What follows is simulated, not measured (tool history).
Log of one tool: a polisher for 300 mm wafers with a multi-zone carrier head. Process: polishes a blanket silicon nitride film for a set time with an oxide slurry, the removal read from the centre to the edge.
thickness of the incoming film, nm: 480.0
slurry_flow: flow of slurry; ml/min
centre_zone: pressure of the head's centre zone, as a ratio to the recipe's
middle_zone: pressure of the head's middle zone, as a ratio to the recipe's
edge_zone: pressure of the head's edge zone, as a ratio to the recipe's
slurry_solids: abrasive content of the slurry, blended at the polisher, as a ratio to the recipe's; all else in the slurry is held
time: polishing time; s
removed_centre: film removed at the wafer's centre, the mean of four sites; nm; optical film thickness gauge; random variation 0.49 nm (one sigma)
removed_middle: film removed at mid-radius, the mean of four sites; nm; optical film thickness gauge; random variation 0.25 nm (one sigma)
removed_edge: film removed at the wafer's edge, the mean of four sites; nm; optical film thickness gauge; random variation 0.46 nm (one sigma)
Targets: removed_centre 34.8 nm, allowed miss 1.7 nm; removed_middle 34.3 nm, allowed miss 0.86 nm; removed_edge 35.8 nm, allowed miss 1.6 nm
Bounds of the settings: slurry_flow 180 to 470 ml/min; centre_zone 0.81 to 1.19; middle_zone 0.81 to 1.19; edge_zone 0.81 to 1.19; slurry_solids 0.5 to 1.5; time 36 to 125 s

| run | hour | slurry_flow | centre_zone | middle_zone | edge_zone | slurry_solids | time | removed_centre | removed_middle | removed_edge |
|---|---|---|---|---|---|---|---|---|---|---|
| 1 | 0 | 300 | 1 | 1 | 1 | 1 | 80 | 42.544 | 41.825 | 42.451 |
| 2 | 3.2 | 300 | 1 | 1 | 1 | 1 | 61 | 31.839 | 32.197 | 32.982 |
| 3 | 9.7 | 310 | 1.01 | 1.01 | 1.02 | 1 | 61 | 32.961 | 32.569 | 33.391 |
| 4 | 11 | 310 | 1.01 | 0.95 | 1.02 | 1 | 61 | 32.989 | 31.132 | 33.069 |
| 5 | 12.3 | 310 | 1.01 | 0.95 | 1.02 | 1 | 80 | 41.254 | 41.232 | 43.765 |
| 6 | 17.3 | 310 | 1.04 | 0.95 | 1.02 | 1 | 80 | 44.056 | 41.022 | 43.997 |
| 7 | 22.8 | 300 | 1.01 | 0.92 | 0.98 | 0.95 | 80 | 42.041 | 38.617 | 41.784 |
| 8 | 28.1 | 295 | 0.97 | 0.92 | 0.95 | 0.9 | 80 | 38.752 | 37.41 | 39.121 |
| 9 | 33.7 | 290 | 0.95 | 0.91 | 0.93 | 0.9 | 80 | 37.361 | 37.129 | 39.27 |
| 10 | 35.8 | 285 | 0.94 | 0.9 | 0.91 | 0.9 | 80 | 36.702 | 37.091 | 38.242 |
| 11 | 41 | 280 | 0.94 | 0.88 | 0.9 | 0.9 | 80 | 36.836 | 36.535 | 39.125 |
| 12 | 46.9 | 280 | 0.94 | 0.88 | 0.9 | 0.9 | 80 | 36.257 | 35.753 | 37.822 |
| 13 | 48.3 | 270 | 0.94 | 0.88 | 0.89 | 0.9 | 80 | 35.673 | 35.944 | 37.99 |
| 14 | 55.2 | 265 | 0.95 | 0.88 | 0.87 | 0.9 | 80 | 37.024 | 35.346 | 36.993 |
| 15 | 64 | 255 | 0.94 | 0.88 | 0.86 | 0.9 | 80 | 36.677 | 35.093 | 37.198 |
| 16 | 66.7 | 255 | 0.94 | 0.88 | 0.86 | 0.9 | 80 | 36.934 | 36.199 | 37.341 |
| 17 | 72.3 | 240 | 0.9 | 0.84 | 0.82 | 0.85 | 80 | 33.345 | 33.034 | 34.566 |

Which of these 4 next moves meets every target?
| A | 77.9 | 245 | 0.91 | 0.85 | 0.83 | 0.7 | 93 | ? | ? | ? |
| B | 77.9 | 200 | 0.93 | 0.81 | 0.97 | 1.15 | 71 | ? | ? | ? |
| C | 77.9 | 235 | 0.96 | 0.81 | 0.83 | 0.85 | 80 | ? | ? | ? |
| D | 77.9 | 270 | 0.91 | 0.82 | 0.86 | 0.95 | 71 | ? | ? | ? |

| move | removed_centre | removed_middle | removed_edge |
|---|---|---|---|
| A | 33.912 | 34.282 | 36.41 |
| B | 34.629 | 33.284 | 39.509 |
| C | 34.963 | 32.462 | 35.661 |
| D | 32.031 | 31.587 | 34.813 |
A: meets every target
B: further off than the last run
C: further off than the last run
D: further off than the last run
Answer: A
